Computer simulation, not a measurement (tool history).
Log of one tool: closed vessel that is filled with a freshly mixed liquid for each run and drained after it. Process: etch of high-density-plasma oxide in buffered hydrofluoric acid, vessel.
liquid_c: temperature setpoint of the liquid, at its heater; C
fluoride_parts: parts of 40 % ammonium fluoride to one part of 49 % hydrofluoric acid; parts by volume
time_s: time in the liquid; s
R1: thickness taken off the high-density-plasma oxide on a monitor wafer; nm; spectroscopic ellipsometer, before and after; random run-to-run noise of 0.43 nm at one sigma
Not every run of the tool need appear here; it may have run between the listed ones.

run 1 hour=0.0 | liquid_c=22.0 fluoride_parts=14.5 time_s=35 | R1=39.883
run 2 hour=1.9 | liquid_c=22.0 fluoride_parts=12.5 time_s=35 | R1=45.954
run 3 hour=4.2 | liquid_c=22.0 fluoride_parts=12.5 time_s=30 | R1=39.793
run 4 hour=6.5 | liquid_c=20.5 fluoride_parts=12.5 time_s=30 | R1=36.727
run 5 hour=7.4 | liquid_c=22.5 fluoride_parts=12.5 time_s=30 | R1=40.719
run 6 hour=9.6 | liquid_c=22.5 fluoride_parts=12.5 time_s=30 | R1=40.477
run 7 hour=12.6 | liquid_c=24.5 fluoride_parts=12.0 time_s=30 | R1=47.431

Predict the results of run 8:
run 8 hour=18.3 | liquid_c=25.5 fluoride_parts=12.0 time_s=30 | R1=?

{"run 8": {"R1": 49.594}}
